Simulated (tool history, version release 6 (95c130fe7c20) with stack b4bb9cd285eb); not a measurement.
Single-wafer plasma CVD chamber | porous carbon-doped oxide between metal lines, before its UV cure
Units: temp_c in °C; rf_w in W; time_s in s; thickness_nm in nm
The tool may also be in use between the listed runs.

| run | hour | temp_c | rf_w | time_s | thickness_nm |
|---|---|---|---|---|---|
| 1 | 0 | 290 | 595 | 41.2 | 260.1 |
| 2 | 7.3 | 293 | 590 | 41.2 | 252.38 |
| 3 | 12.9 | 295 | 585 | 41.2 | 248.5 |
| 4 | 18.9 | 297 | 585 | 41.2 | 246.35 |
| 5 | 20.6 | 297 | 585 | 41.2 | 247.01 |
| 6 | 22.6 | 297 | 585 | 41.2 | 246.52 |
| 7 | 26.1 | 298 | 580 | 41.2 | 242.99 |

Run 8 comes next. What will it give?
|  | 31.8 | RF generator calibrated |
| 8 | 31.8 | 303 | 570 | 41.2 | ? |

thickness_nm: 243.46 nm
